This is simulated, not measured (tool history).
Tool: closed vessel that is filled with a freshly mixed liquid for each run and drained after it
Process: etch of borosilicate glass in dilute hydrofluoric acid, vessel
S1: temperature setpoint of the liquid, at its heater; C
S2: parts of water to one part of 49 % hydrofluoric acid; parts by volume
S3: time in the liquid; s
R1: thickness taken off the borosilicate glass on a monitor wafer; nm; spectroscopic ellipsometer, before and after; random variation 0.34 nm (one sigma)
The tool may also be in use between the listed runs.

run 1 hour=0 | S1=20 S2=80 S3=30 | R1=12.542
run 2 hour=3.9 | S1=22 S2=65 S3=30 | R1=17.109
run 3 hour=9 | S1=22 S2=65 S3=30 | R1=16.99
run 4 hour=14.6 | S1=23.5 S2=55 S3=30 | R1=21.726
run 5 hour=15.1 | S1=21 S2=55 S3=30 | R1=19.764
run 6 hour=20.6 | S1=23 S2=55 S3=30 | R1=21.422
run 7 hour=27.6 | S1=24 S2=50 S3=30 | R1=24.254

Run 8 has not been measured yet. What should we expect?
-- hour=31.4 hydrofluoric acid flow meter replaced
run 8 hour=31.4 | S1=25 S2=45 S3=30 | R1=?

R1: 26.204 nm

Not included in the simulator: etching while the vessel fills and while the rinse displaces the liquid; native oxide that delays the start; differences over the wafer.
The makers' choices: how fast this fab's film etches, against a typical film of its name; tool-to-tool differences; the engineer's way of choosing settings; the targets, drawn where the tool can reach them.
